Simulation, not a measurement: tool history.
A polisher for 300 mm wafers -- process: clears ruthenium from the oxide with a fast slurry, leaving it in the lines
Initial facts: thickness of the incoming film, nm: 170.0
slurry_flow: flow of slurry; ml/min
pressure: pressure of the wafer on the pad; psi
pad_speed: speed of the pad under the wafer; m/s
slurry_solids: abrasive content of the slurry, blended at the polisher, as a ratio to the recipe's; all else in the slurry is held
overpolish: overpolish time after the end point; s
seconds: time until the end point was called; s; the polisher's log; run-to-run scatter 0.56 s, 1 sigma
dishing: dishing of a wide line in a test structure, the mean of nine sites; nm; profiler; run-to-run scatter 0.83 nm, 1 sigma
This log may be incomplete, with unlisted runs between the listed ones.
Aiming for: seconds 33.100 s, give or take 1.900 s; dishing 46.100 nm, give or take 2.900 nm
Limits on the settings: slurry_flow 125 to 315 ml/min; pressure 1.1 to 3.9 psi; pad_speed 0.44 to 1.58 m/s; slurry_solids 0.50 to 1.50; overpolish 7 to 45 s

run	hour	slurry_flow	pressure	pad_speed	slurry_solids	overpolish	seconds	dishing
1	0.0	205	2.5	1.00	1.00	23	48.625	59.877
2	1.7	250	2.5	1.00	1.00	23	49.689	61.702
3	2.3	240	2.7	1.00	1.00	19	46.176	55.548
4	4.9	240	2.9	1.00	1.00	16	43.485	49.269
5	6.8	240	3.1	1.00	1.00	15	41.483	47.133
6	9.1	240	3.1	1.00	1.00	19	41.081	59.915
7	16.4	240	3.3	1.00	1.00	17	40.859	57.355
8	19.0	240	3.3	1.00	1.00	17	39.637	55.582
9	27.9	240	3.4	1.00	1.00	15	38.480	53.205
10	30.6	240	3.5	1.00	1.00	13	38.794	47.057
11	39.4	240	3.6	1.02	1.00	12	36.955	46.251
12	47.1	240	3.7	1.04	1.00	12	34.731	45.722

Consider the 4 candidate settings below. Which is the only one whose results all fall within their allowed miss of target?
A	54.8	230	3.7	1.14	0.95	11	?	?
B	54.8	210	3.4	1.04	0.95	13	?	?
C	54.8	210	3.4	1.16	0.90	13	?	?
D	54.8	230	3.7	1.02	0.95	13	?	?

move	seconds	dishing
A	33.943	45.349
B	40.087	45.377
C	37.472	48.130
D	37.819	47.746
A: every result within its allowed miss
B: lands further from the targets than the last run did
C: lands further from the targets than the last run did
D: lands further from the targets than the last run did
Go with A: it meets all targets.
